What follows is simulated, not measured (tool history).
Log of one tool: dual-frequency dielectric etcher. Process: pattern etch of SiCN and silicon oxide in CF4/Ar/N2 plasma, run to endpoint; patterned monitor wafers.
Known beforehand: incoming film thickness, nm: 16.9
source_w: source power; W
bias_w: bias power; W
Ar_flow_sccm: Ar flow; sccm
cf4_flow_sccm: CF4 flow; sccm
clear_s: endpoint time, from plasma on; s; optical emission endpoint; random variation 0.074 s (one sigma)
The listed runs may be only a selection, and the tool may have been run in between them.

run	hour	source_w	bias_w	Ar_flow_sccm	cf4_flow_sccm	clear_s
1	0.0	460	72	131	77	20.093
2	1.8	480	72	131	77	19.159
3	10.6	490	72	131	77	18.681
4	15.0	500	72	131	77	18.253
5	20.0	500	64	131	77	18.747
# hour 27.1: CF4 flow controller replaced
6	27.1	450	64	131	77	21.250
7	32.1	470	64	131	77	20.215

Run 8 has not been measured yet. What should we expect?
8	37.7	550	65	131	77	?

{"run 8": {"clear_s": 17.104}}

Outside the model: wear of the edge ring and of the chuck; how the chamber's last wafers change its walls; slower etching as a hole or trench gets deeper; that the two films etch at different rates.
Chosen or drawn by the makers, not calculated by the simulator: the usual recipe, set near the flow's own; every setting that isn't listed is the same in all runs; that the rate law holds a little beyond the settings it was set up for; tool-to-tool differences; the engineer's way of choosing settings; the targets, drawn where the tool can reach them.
